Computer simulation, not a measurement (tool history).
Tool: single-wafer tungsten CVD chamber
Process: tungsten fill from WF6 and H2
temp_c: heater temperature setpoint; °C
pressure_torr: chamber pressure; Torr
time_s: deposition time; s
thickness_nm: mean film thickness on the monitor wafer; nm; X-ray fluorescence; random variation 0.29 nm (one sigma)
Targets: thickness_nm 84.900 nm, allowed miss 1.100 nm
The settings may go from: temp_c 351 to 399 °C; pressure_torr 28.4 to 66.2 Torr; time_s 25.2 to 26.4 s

run,hour,temp_c,pressure_torr,time_s,thickness_nm
1,0.0,375,47.3,26.4,61.005
2,8.9,375,47.3,26.4,61.040
3,16.3,375,47.3,26.4,60.981
4,24.3,377,47.3,26.4,63.977
5,31.1,377,47.3,26.4,64.149
6,38.0,379,47.3,26.4,67.023
7,46.4,381,47.3,26.4,70.655
8,49.6,382,47.3,26.4,71.998
9,52.5,383,47.3,26.4,73.433
10,59.3,384,47.3,26.4,74.853
11,63.2,385,47.3,26.4,76.326
12,68.3,386,47.3,26.4,78.241
13,74.1,387,47.3,26.4,81.080
14,80.1,388,47.3,26.4,82.283

4 next moves are on the table. One of them brings every result within its allowed miss. Which?
A,86.1,397,34.4,25.3,?
B,86.1,389,49.5,25.5,?
C,86.1,390,46.2,25.4,?
D,86.1,386,56.8,26.4,?

move,thickness_nm
A,82.943
B,82.936
C,81.877
D,85.347
A: nearer than the last run, and not there yet
B: nearer than the last run, and not there yet
C: further off than the last run
D: meets every target
Move D is the one to make.
